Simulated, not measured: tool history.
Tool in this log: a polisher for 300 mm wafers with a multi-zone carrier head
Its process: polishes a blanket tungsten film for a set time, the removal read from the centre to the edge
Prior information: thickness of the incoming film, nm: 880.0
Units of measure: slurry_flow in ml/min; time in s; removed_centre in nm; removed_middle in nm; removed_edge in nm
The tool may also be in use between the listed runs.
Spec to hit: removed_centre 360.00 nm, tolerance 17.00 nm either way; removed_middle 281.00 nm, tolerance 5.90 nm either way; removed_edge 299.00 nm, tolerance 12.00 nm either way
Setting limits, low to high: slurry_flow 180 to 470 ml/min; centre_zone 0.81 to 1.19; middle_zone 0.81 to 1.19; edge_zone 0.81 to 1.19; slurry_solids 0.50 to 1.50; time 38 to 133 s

{"run": 1, "hour": 0.0, "slurry_flow": 300, "centre_zone": 1.0, "middle_zone": 1.0, "edge_zone": 1.0, "slurry_solids": 1.0, "time": 85, "removed_centre": 283.81, "removed_middle": 270.73, "removed_edge": 268.88}
{"run": 2, "hour": 1.4, "slurry_flow": 300, "centre_zone": 1.0, "middle_zone": 1.0, "edge_zone": 1.0, "slurry_solids": 1.1, "time": 85, "removed_centre": 284.13, "removed_middle": 276.72, "removed_edge": 276.5}
{"run": 3, "hour": 3.6, "slurry_flow": 360, "centre_zone": 1.0, "middle_zone": 1.0, "edge_zone": 1.0, "slurry_solids": 1.1, "time": 85, "removed_centre": 291.53, "removed_middle": 282.42, "removed_edge": 286.78}
{"run": 4, "hour": 11.4, "slurry_flow": 360, "centre_zone": 1.0, "middle_zone": 0.95, "edge_zone": 1.0, "slurry_solids": 1.1, "time": 85, "removed_centre": 284.2, "removed_middle": 269.89, "removed_edge": 284.43}
{"run": 5, "hour": 19.0, "slurry_flow": 365, "centre_zone": 1.03, "middle_zone": 0.95, "edge_zone": 1.0, "slurry_solids": 1.1, "time": 85, "removed_centre": 293.65, "removed_middle": 266.66, "removed_edge": 283.65}
{"run": 6, "hour": 27.1, "slurry_flow": 365, "centre_zone": 0.99, "middle_zone": 0.95, "edge_zone": 1.0, "slurry_solids": 1.1, "time": 85, "removed_centre": 297.0, "removed_middle": 269.94, "removed_edge": 285.72}
{"run": 7, "hour": 35.5, "slurry_flow": 370, "centre_zone": 1.0, "middle_zone": 0.93, "edge_zone": 0.97, "slurry_solids": 1.1, "time": 86, "removed_centre": 299.04, "removed_middle": 270.99, "removed_edge": 281.31}
{"run": 8, "hour": 38.3, "slurry_flow": 375, "centre_zone": 1.03, "middle_zone": 0.93, "edge_zone": 0.96, "slurry_solids": 1.15, "time": 86, "removed_centre": 309.56, "removed_middle": 272.93, "removed_edge": 283.0}
{"run": 9, "hour": 45.2, "slurry_flow": 375, "centre_zone": 1.03, "middle_zone": 0.93, "edge_zone": 0.96, "slurry_solids": 1.15, "time": 86, "removed_centre": 310.51, "removed_middle": 276.38, "removed_edge": 287.25}
{"hour": 49.4, "done": "edge zone pressure recalibrated"}
{"run": 10, "hour": 49.4, "slurry_flow": 380, "centre_zone": 1.05, "middle_zone": 0.93, "edge_zone": 0.96, "slurry_solids": 1.15, "time": 86, "removed_centre": 312.54, "removed_middle": 273.86, "removed_edge": 279.58}
{"run": 11, "hour": 56.9, "slurry_flow": 385, "centre_zone": 1.07, "middle_zone": 0.92, "edge_zone": 0.96, "slurry_solids": 1.2, "time": 86, "removed_centre": 317.28, "removed_middle": 274.03, "removed_edge": 277.42}

Pick the move, out of 5, that brings all results within their allowed miss; only one does.
{"run": "A", "hour": 64.4, "slurry_flow": 405, "centre_zone": 1.03, "middle_zone": 0.93, "edge_zone": 1.03, "slurry_solids": 1.2, "time": 87, "removed_centre": "?", "removed_middle": "?", "removed_edge": "?"}
{"run": "B", "hour": 64.4, "slurry_flow": 470, "centre_zone": 0.92, "middle_zone": 0.87, "edge_zone": 1.09, "slurry_solids": 1.25, "time": 94, "removed_centre": "?", "removed_middle": "?", "removed_edge": "?"}
{"run": "C", "hour": 64.4, "slurry_flow": 390, "centre_zone": 0.96, "middle_zone": 0.89, "edge_zone": 1.08, "slurry_solids": 1.2, "time": 96, "removed_centre": "?", "removed_middle": "?", "removed_edge": "?"}
{"run": "D", "hour": 64.4, "slurry_flow": 360, "centre_zone": 1.11, "middle_zone": 0.87, "edge_zone": 0.95, "slurry_solids": 1.05, "time": 95, "removed_centre": "?", "removed_middle": "?", "removed_edge": "?"}
{"run": "E", "hour": 64.4, "slurry_flow": 415, "centre_zone": 1.03, "middle_zone": 0.91, "edge_zone": 1.01, "slurry_solids": 1.35, "time": 86, "removed_centre": "?", "removed_middle": "?", "removed_edge": "?"}

move=A removed_centre=326.24 removed_middle=280.07 removed_edge=295.35
move=B removed_centre=321.06 removed_middle=293.83 removed_edge=334.23
move=C removed_centre=334.20 removed_middle=298.28 removed_edge=333.05
move=D removed_centre=368.68 removed_middle=279.61 removed_edge=299.02
move=E removed_centre=331.94 removed_middle=280.36 removed_edge=297.58
A: closer than the last run, but not yet in spec
B: the biggest miss grows against the last run
C: the biggest miss grows against the last run
D: all results in spec
E: closer than the last run, but not yet in spec
The right move is D.

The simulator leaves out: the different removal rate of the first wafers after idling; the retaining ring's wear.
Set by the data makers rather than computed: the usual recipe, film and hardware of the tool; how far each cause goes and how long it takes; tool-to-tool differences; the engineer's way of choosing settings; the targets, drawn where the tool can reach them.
